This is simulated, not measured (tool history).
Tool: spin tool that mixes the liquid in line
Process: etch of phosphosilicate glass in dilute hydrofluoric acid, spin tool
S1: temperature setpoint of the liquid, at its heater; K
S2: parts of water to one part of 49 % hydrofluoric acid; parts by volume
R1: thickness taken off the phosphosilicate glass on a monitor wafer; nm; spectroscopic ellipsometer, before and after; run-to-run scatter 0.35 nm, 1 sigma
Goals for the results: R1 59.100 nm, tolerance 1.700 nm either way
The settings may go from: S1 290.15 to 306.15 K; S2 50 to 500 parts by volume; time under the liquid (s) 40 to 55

Run 1, hour 0.0: S1 298.15 K, S2 275 parts by volume, time under the liquid (s) 55. Result: R1 13.552 nm.
Run 2, hour 8.4: S1 299.15 K, S2 245 parts by volume, time under the liquid (s) 55. Result: R1 16.340 nm.
Run 3, hour 11.1: S1 300.15 K, S2 220 parts by volume, time under the liquid (s) 55. Result: R1 19.139 nm.
Run 4, hour 16.3: S1 302.15 K, S2 220 parts by volume, time under the liquid (s) 55. Result: R1 20.869 nm.
Run 5, hour 23.9: S1 302.15 K, S2 220 parts by volume, time under the liquid (s) 40. Result: R1 15.037 nm.
Run 6, hour 30.5: S1 299.15 K, S2 220 parts by volume, time under the liquid (s) 40. Result: R1 13.422 nm.
Run 7, hour 34.0: S1 300.15 K, S2 195 parts by volume, time under the liquid (s) 40. Result: R1 16.109 nm.
Run 8, hour 36.6: S1 301.15 K, S2 175 parts by volume, time under the liquid (s) 40. Result: R1 18.994 nm.
Run 9, hour 41.8: S1 301.65 K, S2 160 parts by volume, time under the liquid (s) 40. Result: R1 21.785 nm.
Run 10, hour 48.2: S1 302.15 K, S2 145 parts by volume, time under the liquid (s) 40. Result: R1 24.774 nm.
Run 11, hour 51.1: S1 302.65 K, S2 130 parts by volume, time under the liquid (s) 40. Result: R1 28.795 nm.
Run 12, hour 52.0: S1 302.65 K, S2 130 parts by volume, time under the liquid (s) 40. Result: R1 28.859 nm.
Run 13, hour 55.3: S1 303.15 K, S2 120 parts by volume, time under the liquid (s) 40. Result: R1 31.882 nm.
Run 14, hour 55.8: S1 303.65 K, S2 110 parts by volume, time under the liquid (s) 40. Result: R1 36.131 nm.
Run 15, hour 57.1: S1 304.15 K, S2 105 parts by volume, time under the liquid (s) 40. Result: R1 39.212 nm.
Run 16, hour 65.9: S1 304.65 K, S2 100 parts by volume, time under the liquid (s) 40. Result: R1 42.044 nm.
Run 17, hour 72.9: S1 306.15 K, S2 50 parts by volume, time under the liquid (s) 45. Result: R1 108.550 nm.
Run 18, hour 79.6: S1 302.15 K, S2 50 parts by volume, time under the liquid (s) 45. Result: R1 92.150 nm.
Run 19, hour 80.8: S1 302.65 K, S2 55 parts by volume, time under the liquid (s) 45. Result: R1 84.888 nm.
Run 20, hour 82.9: S1 302.65 K, S2 60 parts by volume, time under the liquid (s) 45. Result: R1 77.301 nm.
Run 21, hour 86.1: S1 302.65 K, S2 65 parts by volume, time under the liquid (s) 45. Result: R1 70.612 nm.

4 candidate next runs follow, results not yet known. Just one meets every target within its allowed miss. Identify it.
Run A, hour 89.3: S1 305.15 K, S2 75 parts by volume, time under the liquid (s) 55. Result: R1 ?.
Run B, hour 89.3: S1 303.65 K, S2 55 parts by volume, time under the liquid (s) 40. Result: R1 ?.
Run C, hour 89.3: S1 300.15 K, S2 85 parts by volume, time under the liquid (s) 55. Result: R1 ?.
Run D, hour 89.3: S1 302.15 K, S2 85 parts by volume, time under the liquid (s) 55. Result: R1 ?.

move      R1
   A  81.475
   B  78.686
   C  58.498
   D  63.203
A: the biggest miss grows against the last run
B: the biggest miss grows against the last run
C: all results in spec
D: closes in on the targets versus the last run, not all within tolerance yet
Move C is the one to make.
